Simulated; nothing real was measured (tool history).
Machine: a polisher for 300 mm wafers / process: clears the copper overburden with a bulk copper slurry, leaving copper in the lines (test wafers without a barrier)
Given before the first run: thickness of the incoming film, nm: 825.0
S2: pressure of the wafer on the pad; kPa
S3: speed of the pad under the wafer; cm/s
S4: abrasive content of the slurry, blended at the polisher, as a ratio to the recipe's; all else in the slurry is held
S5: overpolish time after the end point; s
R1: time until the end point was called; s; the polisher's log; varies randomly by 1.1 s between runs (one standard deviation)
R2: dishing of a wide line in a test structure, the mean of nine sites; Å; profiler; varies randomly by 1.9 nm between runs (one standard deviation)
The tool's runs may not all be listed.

{"run": 1, "day": 0.0, "flow of slurry (ml/min)": 125, "S2": 22.1, "S3": 98, "S4": 1, "S5": 24, "R1": 82.04, "R2": 840.07}
{"run": 2, "day": 0.3, "flow of slurry (ml/min)": 125, "S2": 18.6, "S3": 98, "S4": 1, "S5": 24, "R1": 92.747, "R2": 746.64}
{"run": 3, "day": 0.367, "flow of slurry (ml/min)": 125, "S2": 19.3, "S3": 102, "S4": 1, "S5": 22, "R1": 89.257, "R2": 740.5}
{"run": 4, "day": 0.658, "flow of slurry (ml/min)": 125, "S2": 20, "S3": 104, "S4": 1, "S5": 20, "R1": 81.676, "R2": 730.28}
{"run": 5, "day": 0.975, "flow of slurry (ml/min)": 125, "S2": 20.7, "S3": 106, "S4": 1, "S5": 19, "R1": 75.63, "R2": 748.32}
{"run": 6, "day": 1.054, "flow of slurry (ml/min)": 125, "S2": 21.4, "S3": 106, "S4": 1, "S5": 18, "R1": 77.327, "R2": 709}
{"run": 7, "day": 1.304, "flow of slurry (ml/min)": 125, "S2": 22.1, "S3": 106, "S4": 1, "S5": 18, "R1": 74.49, "R2": 752.35}
{"run": 8, "day": 1.621, "flow of slurry (ml/min)": 130, "S2": 27.6, "S3": 114, "S4": 1, "S5": 7, "R1": 60.078, "R2": 508.61}
{"run": 9, "day": 1.921, "flow of slurry (ml/min)": 130, "S2": 27.6, "S3": 114, "S4": 1, "S5": 8, "R1": 60.323, "R2": 578.51}
{"run": 10, "day": 2.042, "flow of slurry (ml/min)": 130, "S2": 29.6, "S3": 112, "S4": 1, "S5": 19, "R1": 55.704, "R2": 876.09}

What will run 11 give?
{"run": 11, "day": 2.271, "flow of slurry (ml/min)": 130, "S2": 29.6, "S3": 112, "S4": 1, "S5": 17, "R1": "?", "R2": "?"}

{"run 11": {"R1": 55.788, "R2": 835.38}}
